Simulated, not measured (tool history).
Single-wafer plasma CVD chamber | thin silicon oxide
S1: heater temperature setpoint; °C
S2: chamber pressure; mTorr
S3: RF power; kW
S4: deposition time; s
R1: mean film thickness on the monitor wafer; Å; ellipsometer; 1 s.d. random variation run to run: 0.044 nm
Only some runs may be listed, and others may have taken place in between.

run 1 hour=0.0 | S1=405 S2=658 S3=0.355 S4=11.68 | R1=183.88
run 2 hour=2.2 | S1=405 S2=723 S3=0.355 S4=11.68 | R1=199.78
run 3 hour=8.5 | S1=405 S2=698 S3=0.355 S4=11.68 | R1=193.50
run 4 hour=12.2 | S1=400 S2=698 S3=0.355 S4=11.68 | R1=194.63
run 5 hour=17.1 | S1=400 S2=677 S3=0.355 S4=11.68 | R1=188.92
run 6 hour=21.0 | S1=400 S2=660 S3=0.355 S4=11.68 | R1=185.29

Expected results for the next run?
run 7 hour=22.5 | S1=400 S2=645 S3=0.355 S4=11.68 | R1=?

Run 7 came out at R1 180.68 Å.
